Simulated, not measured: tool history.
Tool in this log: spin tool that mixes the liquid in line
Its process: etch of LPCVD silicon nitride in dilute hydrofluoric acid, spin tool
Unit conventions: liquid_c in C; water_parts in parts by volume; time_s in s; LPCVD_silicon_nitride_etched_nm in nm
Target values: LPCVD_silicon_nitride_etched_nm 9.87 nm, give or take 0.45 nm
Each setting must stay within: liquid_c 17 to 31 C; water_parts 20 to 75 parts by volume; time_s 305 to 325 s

| run | hour | liquid_c | water_parts | time_s | LPCVD_silicon_nitride_etched_nm |
|---|---|---|---|---|---|
| 1 | 0 | 23 | 45 | 305 | 3.2422 |
| 2 | 2.3 | 24 | 40 | 305 | 3.9284 |
| 3 | 9.6 | 24 | 40 | 325 | 4.2002 |
| 4 | 16.7 | 25 | 35 | 325 | 5.0848 |
| 5 | 25.7 | 26 | 35 | 325 | 5.3866 |
| 6 | 30.7 | 26 | 35 | 325 | 5.4611 |
| 7 | 39.6 | 26.5 | 35 | 325 | 5.4398 |
| 8 | 47.8 | 27 | 35 | 325 | 5.7435 |
| 9 | 49.7 | 27.5 | 35 | 325 | 5.9043 |
| 10 | 53.9 | 28 | 35 | 325 | 6.1411 |
| 11 | 54.8 | 28.5 | 35 | 325 | 6.3225 |
| 12 | 59.7 | 29 | 35 | 325 | 6.4401 |
| 13 | 68.3 | 29 | 35 | 325 | 6.6593 |
| 14 | 69.6 | 29.5 | 35 | 325 | 6.7688 |

Below are 4 possible settings for the next run. Only one of them brings all results inside the allowed miss of their targets. Which is it?
| A | 70.9 | 30.5 | 25 | 325 | ? |
| B | 70.9 | 31 | 30 | 325 | ? |
| C | 70.9 | 28 | 35 | 310 | ? |
| D | 70.9 | 29 | 25 | 315 | ? |

| move | LPCVD_silicon_nitride_etched_nm |
|---|---|
| A | 9.9527 |
| B | 8.6132 |
| C | 5.8089 |
| D | 8.7423 |
A: every result within its allowed miss
B: gains on the last run, yet a result remains outside its allowed miss
C: lands further from the targets than the last run did
D: gains on the last run, yet a result remains outside its allowed miss
Go with A: it meets all targets.

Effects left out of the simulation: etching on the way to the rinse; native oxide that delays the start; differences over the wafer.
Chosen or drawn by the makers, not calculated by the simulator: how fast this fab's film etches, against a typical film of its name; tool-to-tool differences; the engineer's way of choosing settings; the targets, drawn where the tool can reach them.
